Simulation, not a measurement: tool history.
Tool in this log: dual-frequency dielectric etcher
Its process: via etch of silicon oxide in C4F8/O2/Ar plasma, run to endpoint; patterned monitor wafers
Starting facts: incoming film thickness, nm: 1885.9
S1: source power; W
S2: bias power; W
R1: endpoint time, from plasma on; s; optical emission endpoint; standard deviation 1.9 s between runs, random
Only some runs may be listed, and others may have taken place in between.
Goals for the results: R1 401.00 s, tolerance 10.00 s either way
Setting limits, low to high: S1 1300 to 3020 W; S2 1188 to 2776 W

run	day	S1	S2	R1
1	0.000	2160	1982	362.26
2	0.083	2160	2136	346.81
3	0.442	1950	2088	366.60
4	0.475	1820	2056	375.61
5	0.538	1720	2027	387.32
6	0.896	1720	2299	369.42
7	1.129	1600	2264	379.75
8	1.488	1320	2178	413.36

Consider the 5 candidate settings below. Which is the only one whose results all fall within their allowed miss of target?
A	1.846	1610	2194	?
B	1.846	1300	2022	?
C	1.846	1300	2035	?
D	1.846	1300	2069	?
E	1.846	1300	2372	?

move	R1
A	381.35
B	429.12
C	427.84
D	424.57
E	398.93
A: carries the result that was furthest off beyond its target, to the other side
B: moves away from the targets compared with the last run
C: moves away from the targets compared with the last run
D: moves away from the targets compared with the last run
E: all results in spec
The right move is E.
